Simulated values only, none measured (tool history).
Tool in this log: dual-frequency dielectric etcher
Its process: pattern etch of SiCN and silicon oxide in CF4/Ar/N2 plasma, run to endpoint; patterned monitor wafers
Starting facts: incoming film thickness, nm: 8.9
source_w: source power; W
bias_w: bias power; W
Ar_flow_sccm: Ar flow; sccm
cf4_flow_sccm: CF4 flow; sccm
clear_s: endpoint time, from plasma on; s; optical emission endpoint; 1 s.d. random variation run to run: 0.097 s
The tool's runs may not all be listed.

{"run": 1, "hour": 0.0, "source_w": 570, "bias_w": 70, "Ar_flow_sccm": 98, "cf4_flow_sccm": 67, "clear_s": 8.4985}
{"run": 2, "hour": 8.5, "source_w": 530, "bias_w": 69, "Ar_flow_sccm": 98, "cf4_flow_sccm": 67, "clear_s": 8.7894}
{"run": 3, "hour": 16.4, "source_w": 490, "bias_w": 66, "Ar_flow_sccm": 100, "cf4_flow_sccm": 66, "clear_s": 9.4983}
{"run": 4, "hour": 19.4, "source_w": 490, "bias_w": 66, "Ar_flow_sccm": 100, "cf4_flow_sccm": 75, "clear_s": 9.3474}
{"run": 5, "hour": 23.4, "source_w": 460, "bias_w": 64, "Ar_flow_sccm": 101, "cf4_flow_sccm": 75, "clear_s": 9.8978}
{"hour": 27.4, "done": "wet clean of the chamber"}
{"run": 6, "hour": 27.4, "source_w": 440, "bias_w": 63, "Ar_flow_sccm": 101, "cf4_flow_sccm": 75, "clear_s": 10.769}

Run 7 comes next. What will it give?
{"run": 7, "hour": 32.9, "source_w": 430, "bias_w": 63, "Ar_flow_sccm": 101, "cf4_flow_sccm": 75, "clear_s": "?"}

{"run 7": {"clear_s": 10.845}}
